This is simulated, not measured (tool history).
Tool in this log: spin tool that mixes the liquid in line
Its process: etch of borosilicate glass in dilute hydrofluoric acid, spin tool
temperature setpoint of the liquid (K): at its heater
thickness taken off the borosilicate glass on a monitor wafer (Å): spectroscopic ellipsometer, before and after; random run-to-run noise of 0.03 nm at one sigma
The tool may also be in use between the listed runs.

run,hour,temperature setpoint of the liquid (K),parts of water to one part of 49 % hydrofluoric acid (parts by volume),time under the liquid (s),thickness taken off the borosilicate glass on a monitor wafer (Å)
1,0.0,294.15,255,65,59.039
2,8.4,294.15,255,40,36.648
3,10.4,295.15,245,40,39.828
4,11.7,294.65,230,40,42.050
5,16.3,292.15,230,40,38.570
6,20.5,293.15,225,40,41.356
7,22.4,294.15,215,40,45.056
8,24.2,295.15,210,40,47.903
9,26.5,296.15,205,40,51.520
10,34.2,296.65,205,40,52.201
11,42.7,297.15,200,40,54.915
12,45.0,297.65,200,40,56.141
13,50.1,298.15,200,40,56.826
14,53.2,298.65,200,40,58.091
15,60.5,299.15,200,40,58.731

Run 16 is up next; what results do you expect?
16,67.3,299.65,195,40,?

thickness taken off the borosilicate glass on a monitor wafer (Å): 62.418
